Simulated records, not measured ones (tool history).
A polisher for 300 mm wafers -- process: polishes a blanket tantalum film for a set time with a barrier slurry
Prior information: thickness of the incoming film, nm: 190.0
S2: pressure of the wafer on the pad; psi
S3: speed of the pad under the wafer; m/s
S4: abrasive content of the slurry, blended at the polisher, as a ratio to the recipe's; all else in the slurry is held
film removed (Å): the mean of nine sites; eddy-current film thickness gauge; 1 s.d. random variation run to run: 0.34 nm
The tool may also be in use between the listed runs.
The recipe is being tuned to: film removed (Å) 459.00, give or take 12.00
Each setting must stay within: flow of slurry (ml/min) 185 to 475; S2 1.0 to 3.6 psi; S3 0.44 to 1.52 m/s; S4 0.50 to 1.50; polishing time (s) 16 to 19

Run 1, hour 0.0: flow of slurry (ml/min) 305, S2 2.3 psi, S3 0.98 m/s, S4 1.00, polishing time (s) 19. Result: film removed (Å) 356.58.
Run 2, hour 5.1: flow of slurry (ml/min) 305, S2 2.4 psi, S3 0.98 m/s, S4 1.00, polishing time (s) 19. Result: film removed (Å) 363.41.
Run 3, hour 6.2: flow of slurry (ml/min) 305, S2 2.5 psi, S3 0.98 m/s, S4 1.00, polishing time (s) 19. Result: film removed (Å) 385.19.
Run 4, hour 8.4: flow of slurry (ml/min) 305, S2 2.5 psi, S3 0.98 m/s, S4 1.00, polishing time (s) 16. Result: film removed (Å) 323.56.
Run 5, hour 9.3: flow of slurry (ml/min) 305, S2 2.8 psi, S3 0.98 m/s, S4 1.00, polishing time (s) 16. Result: film removed (Å) 361.79.
Run 6, hour 11.0: flow of slurry (ml/min) 305, S2 2.3 psi, S3 0.98 m/s, S4 1.00, polishing time (s) 16. Result: film removed (Å) 301.36.
Run 7, hour 16.9: flow of slurry (ml/min) 305, S2 2.6 psi, S3 0.98 m/s, S4 1.00, polishing time (s) 16. Result: film removed (Å) 337.62.
Run 8, hour 21.7: flow of slurry (ml/min) 315, S2 3.2 psi, S3 1.00 m/s, S4 1.00, polishing time (s) 16. Result: film removed (Å) 418.60.
Run 9, hour 27.7: flow of slurry (ml/min) 315, S2 3.3 psi, S3 1.00 m/s, S4 1.00, polishing time (s) 16. Result: film removed (Å) 435.04.

5 candidate next runs follow, results not yet known. Just one meets every target within its allowed miss. Identify it.
Run A, hour 33.7: flow of slurry (ml/min) 375, S2 3.3 psi, S3 0.98 m/s, S4 0.95, polishing time (s) 17. Result: film removed (Å) ?.
Run B, hour 33.7: flow of slurry (ml/min) 265, S2 3.0 psi, S3 0.98 m/s, S4 1.00, polishing time (s) 18. Result: film removed (Å) ?.
Run C, hour 33.7: flow of slurry (ml/min) 310, S2 3.5 psi, S3 0.94 m/s, S4 1.00, polishing time (s) 18. Result: film removed (Å) ?.
Run D, hour 33.7: flow of slurry (ml/min) 325, S2 3.0 psi, S3 1.06 m/s, S4 0.90, polishing time (s) 16. Result: film removed (Å) ?.
Run E, hour 33.7: flow of slurry (ml/min) 300, S2 3.0 psi, S3 0.98 m/s, S4 1.00, polishing time (s) 18. Result: film removed (Å) ?.

move  film removed (Å)
   A            455.45
   B            430.74
   C            489.02
   D            410.57
   E            436.49
A: in spec on every target
B: moves away from the targets compared with the last run
C: pushes the last run's worst result past its target
D: moves away from the targets compared with the last run
E: nearer than the last run, and not there yet
Answer: A
